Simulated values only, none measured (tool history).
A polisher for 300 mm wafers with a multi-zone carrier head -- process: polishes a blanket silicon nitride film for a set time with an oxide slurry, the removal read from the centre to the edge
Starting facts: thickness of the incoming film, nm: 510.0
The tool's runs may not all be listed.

run  hour  flow of slurry (ml/min)  pressure of the head's centre zone  pressure of the head's middle zone  pressure of the head's edge zone  abrasive content of the slurry  polishing time (s)  film removed at the wafer's centre (angstrom)  film removed at mid-radius (angstrom)  film removed at the wafer's edge (angstrom)
  1   0.0                      285                                1.00                                1.00                              1.00                            1.00                  45                                         259.57                                 255.52                                       250.90
  2   2.1                      285                                1.00                                0.99                              1.02                            1.05                  46                                         279.51                                 269.02                                       271.04
  3   8.2                      355                                1.00                                0.99                              1.02                            1.05                  46                                         281.12                                 272.58                                       268.92
  4  13.6                      355                                1.00                                0.99                              1.02                            1.15                  46                                         295.14                                 283.94                                       287.24
  5  20.4                      355                                1.00                                0.99                              1.03                            1.20                  46                                         302.30                                 291.93                                       289.80
  6  25.5                      355                                1.00                                1.04                              1.03                            1.20                  46                                         298.97                                 302.62                                       288.20
  7  26.1                      350                                0.99                                1.03                              1.04                            1.25                  47                                         305.52                                 312.99                                       304.05
  8  29.6                      345                                0.99                                1.02                              1.05                            1.30                  48                                         323.20                                 323.92                                       319.64

For run 9, what comes out?
  9  32.8                      340                                0.98                                1.01                              1.06                            1.35                  49                                              ?                                      ?                                            ?

film removed at the wafer's centre (angstrom): 322.48
film removed at mid-radius (angstrom): 329.99
film removed at the wafer's edge (angstrom): 329.95
